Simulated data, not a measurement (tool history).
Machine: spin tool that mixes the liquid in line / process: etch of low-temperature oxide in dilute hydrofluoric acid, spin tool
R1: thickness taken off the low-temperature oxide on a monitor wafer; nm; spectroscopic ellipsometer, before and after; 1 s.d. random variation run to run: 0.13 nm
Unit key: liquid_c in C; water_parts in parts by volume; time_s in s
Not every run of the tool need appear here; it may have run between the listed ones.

{"run": 1, "hour": 0.0, "liquid_c": 24, "water_parts": 95, "time_s": 50, "R1": 13.913}
{"run": 2, "hour": 1.1, "liquid_c": 25.5, "water_parts": 95, "time_s": 50, "R1": 14.912}
{"run": 3, "hour": 9.0, "liquid_c": 25.5, "water_parts": 60, "time_s": 50, "R1": 24.793}
{"run": 4, "hour": 10.3, "liquid_c": 25.5, "water_parts": 30, "time_s": 50, "R1": 51.069}
{"run": 5, "hour": 16.9, "liquid_c": 22.5, "water_parts": 30, "time_s": 50, "R1": 45.642}
{"run": 6, "hour": 24.4, "liquid_c": 21, "water_parts": 45, "time_s": 50, "R1": 27.706}
{"run": 7, "hour": 31.7, "liquid_c": 20, "water_parts": 45, "time_s": 50, "R1": 26.562}
{"run": 8, "hour": 36.9, "liquid_c": 19, "water_parts": 50, "time_s": 50, "R1": 22.83}

What will run 9 give?
{"run": 9, "hour": 45.1, "liquid_c": 17, "water_parts": 60, "time_s": 50, "R1": "?"}

{"run 9": {"R1": 17.246}}
